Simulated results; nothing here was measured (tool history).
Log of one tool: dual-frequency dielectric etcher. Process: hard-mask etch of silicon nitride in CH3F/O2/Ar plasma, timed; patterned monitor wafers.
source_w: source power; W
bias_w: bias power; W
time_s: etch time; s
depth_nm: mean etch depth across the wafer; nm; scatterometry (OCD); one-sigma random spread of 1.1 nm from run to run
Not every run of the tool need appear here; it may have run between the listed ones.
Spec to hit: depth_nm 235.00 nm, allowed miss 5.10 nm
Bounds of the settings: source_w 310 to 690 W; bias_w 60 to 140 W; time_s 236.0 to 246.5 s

| run | day | source_w | bias_w | time_s | depth_nm |
|---|---|---|---|---|---|
| 1 | 0.000 | 500 | 100 | 236.0 | 191.61 |
| 2 | 0.133 | 500 | 85 | 236.0 | 172.85 |
| 3 | 0.258 | 500 | 95 | 236.0 | 186.34 |
| 4 | 0.621 | 550 | 101 | 236.5 | 202.70 |
| 5 | 0.862 | 590 | 103 | 236.5 | 208.48 |
| 6 | 1.138 | 590 | 85 | 236.5 | 186.57 |
| 7 | 1.338 | 620 | 94 | 237.5 | 202.12 |
| 8 | 1.383 | 640 | 100 | 238.0 | 214.21 |

Exactly one of the 5 candidate moves below puts every result within its allowed miss. Which one?
| A | 1.429 | 690 | 105 | 236.0 | ? |
| B | 1.429 | 660 | 83 | 240.0 | ? |
| C | 1.429 | 690 | 94 | 236.0 | ? |
| D | 1.429 | 640 | 92 | 239.5 | ? |
| E | 1.429 | 680 | 108 | 242.5 | ? |

| move | depth_nm |
|---|---|
| A | 225.14 |
| B | 196.22 |
| C | 211.47 |
| D | 205.46 |
| E | 233.60 |
A: moves toward the targets from the last run without getting all of them in spec
B: moves away from the targets compared with the last run
C: moves away from the targets compared with the last run
D: moves away from the targets compared with the last run
E: each result inside its tolerance
The right move is E.

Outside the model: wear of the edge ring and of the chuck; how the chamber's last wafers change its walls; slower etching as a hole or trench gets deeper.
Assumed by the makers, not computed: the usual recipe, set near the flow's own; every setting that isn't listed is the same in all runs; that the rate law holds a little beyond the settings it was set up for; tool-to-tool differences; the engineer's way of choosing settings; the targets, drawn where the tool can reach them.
